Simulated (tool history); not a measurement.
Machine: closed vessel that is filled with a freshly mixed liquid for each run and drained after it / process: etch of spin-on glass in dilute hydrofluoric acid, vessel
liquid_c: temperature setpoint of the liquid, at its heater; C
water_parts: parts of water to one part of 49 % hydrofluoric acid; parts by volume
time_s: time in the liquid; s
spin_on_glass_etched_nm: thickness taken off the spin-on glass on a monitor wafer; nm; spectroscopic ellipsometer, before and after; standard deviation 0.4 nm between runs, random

| run | day | liquid_c | water_parts | time_s | spin_on_glass_etched_nm |
|---|---|---|---|---|---|
| 1 | 0.000 | 25.0 | 85 | 30 | 14.541 |
| 2 | 0.079 | 22.5 | 85 | 30 | 13.348 |
| 3 | 0.250 | 25.0 | 70 | 30 | 18.444 |
| 4 | 0.475 | 25.0 | 70 | 30 | 18.182 |
| 5 | 0.712 | 27.0 | 60 | 30 | 23.821 |
| 6 | 1.025 | 28.5 | 55 | 30 | 27.495 |
| 7 | 1.246 | 29.5 | 50 | 30 | 31.674 |

Run 8 comes next. What will it give?
| 8 | 1.500 | 30.5 | 45 | 30 | ? |

spin_on_glass_etched_nm: 36.665 nm
